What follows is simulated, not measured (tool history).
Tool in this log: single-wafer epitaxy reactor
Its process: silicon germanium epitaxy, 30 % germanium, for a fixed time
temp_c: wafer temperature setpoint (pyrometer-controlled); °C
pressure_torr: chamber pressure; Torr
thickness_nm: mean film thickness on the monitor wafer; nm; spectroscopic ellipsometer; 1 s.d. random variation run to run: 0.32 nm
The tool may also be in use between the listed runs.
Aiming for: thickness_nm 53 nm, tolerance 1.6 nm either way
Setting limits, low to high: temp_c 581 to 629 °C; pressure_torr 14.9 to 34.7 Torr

| run | hour | temp_c | pressure_torr | thickness_nm |
|---|---|---|---|---|
| 1 | 0 | 605 | 24.8 | 69.461 |
| 2 | 8.2 | 605 | 28.1 | 74.652 |
| 3 | 15.7 | 600 | 27.9 | 67.454 |
| 4 | 16.9 | 600 | 30.3 | 71.298 |
| 5 | 20.9 | 600 | 28.8 | 69.287 |
| 6 | 26.8 | 596 | 28.6 | 64.417 |
| 7 | 35.5 | 593 | 28.5 | 60.79 |
| 8 | 37.4 | 593 | 28.5 | 60.612 |

Consider the 4 candidate settings below. Which is the only one whose results all fall within their allowed miss of target?
| A | 39.3 | 581 | 28.9 | ? |
| B | 39.3 | 587 | 30.4 | ? |
| C | 39.3 | 599 | 32.9 | ? |
| D | 39.3 | 584 | 29.8 | ? |

| move | thickness_nm |
|---|---|
| A | 49.216 |
| B | 56.205 |
| C | 72.113 |
| D | 52.753 |
A: the result that was furthest off in the last run now lies on the other side of its target
B: an improvement on the last run, though not all results are within tolerance
C: further off than the last run
D: all results land within tolerance of their targets
D meets every target.
